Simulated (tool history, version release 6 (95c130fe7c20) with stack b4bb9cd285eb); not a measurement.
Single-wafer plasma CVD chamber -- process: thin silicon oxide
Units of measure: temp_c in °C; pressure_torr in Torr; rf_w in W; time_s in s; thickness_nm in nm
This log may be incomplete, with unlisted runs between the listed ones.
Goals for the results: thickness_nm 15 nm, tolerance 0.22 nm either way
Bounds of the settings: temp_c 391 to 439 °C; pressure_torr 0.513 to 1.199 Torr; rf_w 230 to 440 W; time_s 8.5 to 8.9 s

run  hour  temp_c  pressure_torr  rf_w  time_s  thickness_nm
  1     0     415          0.856   335     8.9        17.786
  2   2.5     415          0.753   335     8.9        15.782
  3   4.7     415          0.753   350     8.9        16.145
  4   7.4     415          0.652   350     8.9        13.986
  5  13.6     411          0.652   350     8.9        14.034
  6  14.1     411          0.652   350     8.9        13.956
  7  22.9     411          0.658   350     8.9        14.136
  8  29.8     411          0.663   350     8.9        14.197

Exercise: of the 5 proposed moves below, exactly one satisfies all targets within the stated allowed misses. Which move is it?
  A  36.7     406          0.735   350     8.7             ?
  B  36.7     410          0.626   350     8.9             ?
  C  36.7     405           0.68   370     8.8             ?
  D  36.7     415          0.707   360     8.9             ?
  E  36.7     427          0.764   310     8.5             ?

move  thickness_nm
   A        15.556
   B        13.386
   C        14.938
   D         15.42
   E        14.527
A: pushes the last run's worst result past its target
B: lands further from the targets than the last run did
C: every result within its allowed miss
D: pushes the last run's worst result past its target
E: an improvement on the last run, though not all results are within tolerance
The move that meets every target is C.

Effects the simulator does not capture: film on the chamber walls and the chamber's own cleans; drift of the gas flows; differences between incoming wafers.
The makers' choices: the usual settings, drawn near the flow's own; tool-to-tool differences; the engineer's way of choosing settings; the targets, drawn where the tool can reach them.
